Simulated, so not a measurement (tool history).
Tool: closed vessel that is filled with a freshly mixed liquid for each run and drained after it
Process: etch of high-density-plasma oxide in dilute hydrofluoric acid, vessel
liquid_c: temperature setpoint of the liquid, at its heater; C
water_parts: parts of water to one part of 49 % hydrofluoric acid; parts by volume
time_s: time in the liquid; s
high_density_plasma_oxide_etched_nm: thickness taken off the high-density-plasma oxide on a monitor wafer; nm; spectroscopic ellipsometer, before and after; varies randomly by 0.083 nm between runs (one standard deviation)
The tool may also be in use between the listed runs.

run,hour,liquid_c,water_parts,time_s,high_density_plasma_oxide_etched_nm
1,0.0,25.0,275,975,15.400
2,5.8,22.0,275,975,13.636
3,9.9,21.0,280,975,13.027
4,15.5,20.5,285,975,12.565
5,18.8,20.5,285,975,12.575
6,21.7,20.5,285,975,12.559
7,29.3,20.0,290,975,11.957
8,35.7,19.5,290,975,11.796
9,37.8,19.0,290,975,11.488

Run 10 is up next; what results do you expect?
10,40.8,18.5,290,975,?

high_density_plasma_oxide_etched_nm: 11.270 nm
